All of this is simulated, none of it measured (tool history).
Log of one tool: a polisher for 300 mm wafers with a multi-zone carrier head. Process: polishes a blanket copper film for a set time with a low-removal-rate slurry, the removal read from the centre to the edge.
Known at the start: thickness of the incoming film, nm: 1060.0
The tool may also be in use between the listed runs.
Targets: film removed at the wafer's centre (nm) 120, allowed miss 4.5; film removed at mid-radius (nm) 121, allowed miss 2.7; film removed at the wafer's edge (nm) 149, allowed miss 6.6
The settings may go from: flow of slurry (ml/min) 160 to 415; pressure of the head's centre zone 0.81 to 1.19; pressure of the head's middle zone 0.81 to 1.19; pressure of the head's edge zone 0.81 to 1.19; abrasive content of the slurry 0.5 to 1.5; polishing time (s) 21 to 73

run  hour  flow of slurry (ml/min)  pressure of the head's centre zone  pressure of the head's middle zone  pressure of the head's edge zone  abrasive content of the slurry  polishing time (s)  film removed at the wafer's centre (nm)  film removed at mid-radius (nm)  film removed at the wafer's edge (nm)
  1     0                      265                                   1                                   1                                 1                               1                  47                                   94.573                           95.458                                 97.217
  2   7.3                      255                                0.98                                0.97                              1.06                            1.15                  50                                   104.04                           102.43                                 111.52
  3  11.8                      210                                0.98                                0.97                              1.06                            1.15                  50                                   100.85                           101.12                                 110.38
  4  15.3                      205                                0.96                                0.96                               1.1                            1.25                  52                                   105.65                           105.68                                 115.45
  5  22.7                      160                                0.96                                0.96                               1.1                            1.25                  52                                   100.47                           102.29                                 115.37
  6  29.6                      205                                0.96                                0.96                               1.1                            1.25                  52                                   103.88                           105.36                                  116.1
  7  31.6                      190                                0.94                                0.93                              1.13                             1.3                  55                                   111.02                           108.52                                 124.32
  8  33.9                      180                                 0.9                                0.91                              1.15                            1.35                  58                                    111.7                           113.52                                 133.94

Which of these 5 next moves meets every target?
  A  36.2                      220                                1.01                                0.95                               1.1                            1.45                  50                                        ?                                ?                                      ?
  B  36.2                      165                                0.91                                1.04                              1.12                             1.5                  53                                        ?                                ?                                      ?
  C  36.2                      245                                1.04                                1.01                              1.08                            1.45                  54                                        ?                                ?                                      ?
  D  36.2                      160                                0.88                                0.88                              1.12                            1.45                  64                                        ?                                ?                                      ?
  E  36.2                      240                                1.06                                1.01                              0.99                             1.5                  52                                        ?                                ?                                      ?

move  film removed at the wafer's centre (nm)  film removed at mid-radius (nm)  film removed at the wafer's edge (nm)
   A                                   108.96                           104.48                                 115.28
   B                                    103.7                           116.86                                 121.34
   C                                   121.91                           120.05                                 124.25
   D                                   120.38                           121.24                                 145.24
   E                                   119.94                           116.34                                 115.43
A: further off than the last run
B: further off than the last run
C: brings the result that was furthest off to its target, and leaves another outside
D: meets every target
E: further off than the last run
Answer: D
